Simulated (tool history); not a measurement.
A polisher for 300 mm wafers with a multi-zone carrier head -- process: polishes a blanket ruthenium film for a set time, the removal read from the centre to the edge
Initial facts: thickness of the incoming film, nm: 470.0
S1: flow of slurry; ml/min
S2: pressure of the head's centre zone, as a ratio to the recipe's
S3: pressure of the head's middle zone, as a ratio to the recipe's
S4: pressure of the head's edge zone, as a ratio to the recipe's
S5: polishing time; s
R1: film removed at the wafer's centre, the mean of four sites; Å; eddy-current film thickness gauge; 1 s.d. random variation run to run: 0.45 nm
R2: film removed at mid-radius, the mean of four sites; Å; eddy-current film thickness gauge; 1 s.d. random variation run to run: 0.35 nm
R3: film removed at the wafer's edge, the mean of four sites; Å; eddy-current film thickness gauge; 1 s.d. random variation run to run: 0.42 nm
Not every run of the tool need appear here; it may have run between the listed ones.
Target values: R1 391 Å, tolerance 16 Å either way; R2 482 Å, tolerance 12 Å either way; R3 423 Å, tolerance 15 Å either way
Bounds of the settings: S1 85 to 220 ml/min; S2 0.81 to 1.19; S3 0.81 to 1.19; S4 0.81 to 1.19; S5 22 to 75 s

Run 1, hour 0: S1 140 ml/min, S2 1, S3 1, S4 1, S5 48 s. Result: R1 680.28 Å, R2 686.67 Å, R3 651.97 Å.
Run 2, hour 5.2: S1 135 ml/min, S2 0.96, S3 1, S4 0.97, S5 45 s. Result: R1 588.01 Å, R2 633.21 Å, R3 597.34 Å.
Run 3, hour 13.1: S1 135 ml/min, S2 0.95, S3 1, S4 0.94, S5 42 s. Result: R1 549.81 Å, R2 588.82 Å, R3 551.92 Å.
Run 4, hour 14.7: S1 130 ml/min, S2 0.93, S3 1.01, S4 0.92, S5 40 s. Result: R1 496.46 Å, R2 561.92 Å, R3 517.35 Å.
Run 5, hour 18.9: S1 125 ml/min, S2 0.92, S3 1.01, S4 0.9, S5 39 s. Result: R1 485.32 Å, R2 550.99 Å, R3 497.52 Å.
Run 6, hour 24.8: S1 120 ml/min, S2 0.9, S3 1.01, S4 0.88, S5 38 s. Result: R1 453.08 Å, R2 530.41 Å, R3 467.47 Å.
Run 7, hour 32.8: S1 115 ml/min, S2 0.89, S3 1, S4 0.87, S5 38 s. Result: R1 447.13 Å, R2 508.01 Å, R3 476.63 Å.
Run 8, hour 39.9: S1 110 ml/min, S2 0.86, S3 1.07, S4 0.85, S5 32 s. Result: R1 355.56 Å, R2 455.27 Å, R3 388.32 Å.
Run 9, hour 44.2: S1 115 ml/min, S2 0.86, S3 1.06, S4 0.86, S5 32 s. Result: R1 366.21 Å, R2 455.39 Å, R3 396.44 Å.
Run 10, hour 52.2: S1 120 ml/min, S2 0.86, S3 1.06, S4 0.87, S5 32 s. Result: R1 361.55 Å, R2 463.77 Å, R3 398.46 Å.
Run 11, hour 57.6: S1 125 ml/min, S2 0.87, S3 1.05, S4 0.88, S5 32 s. Result: R1 377.92 Å, R2 465.07 Å, R3 407.22 Å.
Run 12, hour 63.3: S1 130 ml/min, S2 0.87, S3 1.05, S4 0.89, S5 32 s. Result: R1 379.56 Å, R2 466.38 Å, R3 410.19 Å.

Which one of the following 4 next-run settings gets every result inside its allowed miss? There is exactly one.
Run A, hour 69: S1 115 ml/min, S2 0.87, S3 0.96, S4 0.94, S5 33 s. Result: R1 ?, R2 ?, R3 ?.
Run B, hour 69: S1 165 ml/min, S2 0.86, S3 1.04, S4 0.91, S5 32 s. Result: R1 ?, R2 ?, R3 ?.
Run C, hour 69: S1 130 ml/min, S2 0.88, S3 1.08, S4 0.89, S5 31 s. Result: R1 ?, R2 ?, R3 ?.
Run D, hour 69: S1 105 ml/min, S2 0.85, S3 1, S4 0.89, S5 35 s. Result: R1 ?, R2 ?, R3 ?.

move      R1      R2      R3
   A  369.12  430.48     424
   B  388.93   485.4  429.17
   C  364.18  461.43  396.57
   D  370.81  459.97  430.19
A: the biggest miss grows against the last run
B: meets every target
C: the biggest miss grows against the last run
D: the biggest miss grows against the last run
B is the move that brings every result within its allowed miss.
